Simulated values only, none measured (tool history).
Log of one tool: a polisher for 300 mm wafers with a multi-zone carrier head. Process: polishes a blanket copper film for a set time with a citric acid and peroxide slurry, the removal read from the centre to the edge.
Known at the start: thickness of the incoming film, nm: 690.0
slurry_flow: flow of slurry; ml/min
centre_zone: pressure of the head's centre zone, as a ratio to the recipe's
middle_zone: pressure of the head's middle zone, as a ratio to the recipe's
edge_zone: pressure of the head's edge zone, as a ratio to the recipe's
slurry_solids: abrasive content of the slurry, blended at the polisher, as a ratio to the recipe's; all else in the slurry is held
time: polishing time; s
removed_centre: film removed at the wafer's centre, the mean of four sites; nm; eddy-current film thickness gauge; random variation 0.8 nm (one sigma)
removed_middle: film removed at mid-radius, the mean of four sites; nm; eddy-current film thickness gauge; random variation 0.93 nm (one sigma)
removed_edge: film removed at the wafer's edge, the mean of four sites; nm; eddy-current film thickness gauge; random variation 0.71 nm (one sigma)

run	hour	slurry_flow	centre_zone	middle_zone	edge_zone	slurry_solids	time	removed_centre	removed_middle	removed_edge
1	0.0	270	1.00	1.00	1.00	1.00	32	70.026	64.109	67.417
2	1.3	280	0.99	1.04	1.05	1.15	33	71.706	71.656	73.685
3	4.8	280	1.03	1.04	1.05	1.15	33	75.672	71.291	73.862
4	12.3	280	1.03	1.08	1.05	1.15	33	76.520	74.099	73.690
5	19.2	280	1.03	1.08	1.05	1.15	40	92.779	89.028	88.960
6	26.5	280	1.03	1.08	1.09	1.15	40	90.903	88.523	90.971
7	27.9	285	1.02	1.09	1.10	1.15	40	90.930	89.332	91.244
8	30.5	285	1.02	1.09	1.10	1.15	40	90.803	89.208	92.215

Forecast run 9:
9	36.5	285	1.02	1.09	1.10	1.15	40	?	?	?

{"run 9": {"removed_centre": 90.126, "removed_middle": 90.144, "removed_edge": 92.13}}

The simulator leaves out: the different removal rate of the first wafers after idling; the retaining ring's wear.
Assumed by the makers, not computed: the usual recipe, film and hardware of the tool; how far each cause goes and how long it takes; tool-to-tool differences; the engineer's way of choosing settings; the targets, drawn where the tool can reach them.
